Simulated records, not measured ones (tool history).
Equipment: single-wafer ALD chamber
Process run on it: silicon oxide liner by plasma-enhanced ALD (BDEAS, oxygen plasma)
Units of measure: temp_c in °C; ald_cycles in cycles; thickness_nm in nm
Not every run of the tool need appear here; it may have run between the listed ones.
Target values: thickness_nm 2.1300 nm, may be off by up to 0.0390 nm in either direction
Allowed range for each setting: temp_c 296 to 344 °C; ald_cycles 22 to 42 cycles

{"run": 1, "day": 0.0, "temp_c": 320, "ald_cycles": 32, "thickness_nm": 2.6902}
{"run": 2, "day": 0.217, "temp_c": 331, "ald_cycles": 32, "thickness_nm": 2.6433}
{"run": 3, "day": 0.238, "temp_c": 331, "ald_cycles": 31, "thickness_nm": 2.5594}
{"run": 4, "day": 0.608, "temp_c": 331, "ald_cycles": 35, "thickness_nm": 2.8797}
{"run": 5, "day": 0.808, "temp_c": 331, "ald_cycles": 39, "thickness_nm": 3.215}
{"run": 6, "day": 1.046, "temp_c": 341, "ald_cycles": 39, "thickness_nm": 3.1575}
{"run": 7, "day": 1.262, "temp_c": 342, "ald_cycles": 37, "thickness_nm": 2.9938}
{"run": 8, "day": 1.404, "temp_c": 342, "ald_cycles": 35, "thickness_nm": 2.8404}
{"run": 9, "day": 1.683, "temp_c": 342, "ald_cycles": 33, "thickness_nm": 2.6787}
{"run": 10, "day": 1.996, "temp_c": 342, "ald_cycles": 32, "thickness_nm": 2.5843}
{"run": 11, "day": 2.05, "temp_c": 342, "ald_cycles": 31, "thickness_nm": 2.5067}
{"run": 12, "day": 2.412, "temp_c": 342, "ald_cycles": 31, "thickness_nm": 2.5136}
{"run": 13, "day": 2.496, "temp_c": 342, "ald_cycles": 30, "thickness_nm": 2.4225}

Of the 5 settings listed for the next run, only one would bring every result within its allowed miss of target. Which one?
{"run": "A", "day": 2.579, "temp_c": 339, "ald_cycles": 28, "thickness_nm": "?"}
{"run": "B", "day": 2.579, "temp_c": 335, "ald_cycles": 28, "thickness_nm": "?"}
{"run": "C", "day": 2.579, "temp_c": 316, "ald_cycles": 31, "thickness_nm": "?"}
{"run": "D", "day": 2.579, "temp_c": 332, "ald_cycles": 26, "thickness_nm": "?"}
{"run": "E", "day": 2.579, "temp_c": 342, "ald_cycles": 32, "thickness_nm": "?"}

move=A thickness_nm=2.2743
move=B thickness_nm=2.2897
move=C thickness_nm=2.6159
move=D thickness_nm=2.1368
move=E thickness_nm=2.5860
A: closer than the last run, but not yet in spec
B: closer than the last run, but not yet in spec
C: further off than the last run
D: every result within its allowed miss
E: further off than the last run
D meets every target.

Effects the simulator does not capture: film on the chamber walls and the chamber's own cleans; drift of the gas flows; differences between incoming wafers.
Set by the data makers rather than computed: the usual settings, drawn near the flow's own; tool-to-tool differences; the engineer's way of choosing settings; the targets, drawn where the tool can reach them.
